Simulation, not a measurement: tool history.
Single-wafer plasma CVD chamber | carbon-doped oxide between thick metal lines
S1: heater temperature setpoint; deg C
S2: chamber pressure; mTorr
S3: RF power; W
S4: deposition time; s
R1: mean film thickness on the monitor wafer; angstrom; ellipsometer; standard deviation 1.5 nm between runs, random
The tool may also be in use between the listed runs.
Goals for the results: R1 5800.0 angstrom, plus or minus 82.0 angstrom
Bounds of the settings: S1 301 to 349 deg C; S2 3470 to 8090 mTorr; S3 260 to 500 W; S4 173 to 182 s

Run 1, hour 0.0: S1 325 deg C, S2 5780 mTorr, S3 380 W, S4 182 s. Result: R1 7878.5 angstrom.
Run 2, hour 7.4: S1 325 deg C, S2 5780 mTorr, S3 380 W, S4 182 s. Result: R1 7880.8 angstrom.
Run 3, hour 13.9: S1 325 deg C, S2 4910 mTorr, S3 380 W, S4 182 s. Result: R1 7694.2 angstrom.
Run 4, hour 19.1: S1 331 deg C, S2 4420 mTorr, S3 350 W, S4 181 s. Result: R1 6800.6 angstrom.
Run 5, hour 23.5: S1 331 deg C, S2 4420 mTorr, S3 350 W, S4 182 s. Result: R1 6815.1 angstrom.
Run 6, hour 28.8: S1 331 deg C, S2 4020 mTorr, S3 350 W, S4 182 s. Result: R1 6756.5 angstrom.
Run 7, hour 29.6: S1 336 deg C, S2 3830 mTorr, S3 340 W, S4 182 s. Result: R1 6427.6 angstrom.
At hour 32.1: thermocouple changed; heater temperature recalibrated.
Run 8, hour 32.1: S1 340 deg C, S2 3710 mTorr, S3 335 W, S4 182 s. Result: R1 6280.1 angstrom.
Run 9, hour 37.8: S1 342 deg C, S2 3630 mTorr, S3 325 W, S4 182 s. Result: R1 6043.4 angstrom.
Run 10, hour 44.0: S1 344 deg C, S2 3580 mTorr, S3 325 W, S4 182 s. Result: R1 5974.6 angstrom.
Run 11, hour 51.6: S1 345 deg C, S2 3540 mTorr, S3 325 W, S4 182 s. Result: R1 5977.8 angstrom.

Consider the 4 candidate settings below. Which is the only one whose results all fall within their allowed miss of target?
Run A, hour 59.2: S1 345 deg C, S2 3710 mTorr, S3 335 W, S4 176 s. Result: R1 ?.
Run B, hour 59.2: S1 348 deg C, S2 3630 mTorr, S3 325 W, S4 182 s. Result: R1 ?.
Run C, hour 59.2: S1 342 deg C, S2 3540 mTorr, S3 320 W, S4 177 s. Result: R1 ?.
Run D, hour 59.2: S1 349 deg C, S2 3480 mTorr, S3 335 W, S4 177 s. Result: R1 ?.

move      R1
   A  6026.0
   B  5971.8
   C  5791.6
   D  5947.5
A: the biggest miss grows against the last run
B: no nearer and no further than the last run
C: each result inside its tolerance
D: closer than the last run, but not yet in spec
So the answer is move C, the one that meets all the targets.
